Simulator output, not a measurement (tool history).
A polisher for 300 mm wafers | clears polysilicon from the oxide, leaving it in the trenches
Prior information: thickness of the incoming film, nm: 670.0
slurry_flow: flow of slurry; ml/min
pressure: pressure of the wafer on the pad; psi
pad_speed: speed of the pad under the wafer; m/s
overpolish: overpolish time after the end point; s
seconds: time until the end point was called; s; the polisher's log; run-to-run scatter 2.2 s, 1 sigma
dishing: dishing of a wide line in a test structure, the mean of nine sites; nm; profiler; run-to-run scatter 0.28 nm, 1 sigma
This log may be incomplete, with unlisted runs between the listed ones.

run 1 day=0 | slurry_flow=190 pressure=1.7 pad_speed=1.26 overpolish=10 | seconds=69.62 dishing=37.754
run 2 day=0.15 | slurry_flow=190 pressure=1.4 pad_speed=1.18 overpolish=8 | seconds=85.201 dishing=33.509
run 3 day=0.171 | slurry_flow=165 pressure=1.4 pad_speed=0.96 overpolish=6 | seconds=107.4 dishing=24.759
run 4 day=0.25 | slurry_flow=150 pressure=1.6 pad_speed=0.82 overpolish=5 | seconds=109.98 dishing=20.663
run 5 day=0.433 | slurry_flow=115 pressure=1.6 pad_speed=0.82 overpolish=5 | seconds=117.05 dishing=20.176
run 6 day=0.788 | slurry_flow=115 pressure=1.6 pad_speed=0.82 overpolish=9 | seconds=111.83 dishing=29.864
run 7 day=1.071 | slurry_flow=115 pressure=1.7 pad_speed=0.74 overpolish=7 | seconds=116.77 dishing=25.003

Run 8 comes next. What will it give?
run 8 day=1.346 | slurry_flow=115 pressure=1.6 pad_speed=0.78 overpolish=6 | seconds=? dishing=?

seconds: 119.19 s
dishing: 22.433 nm
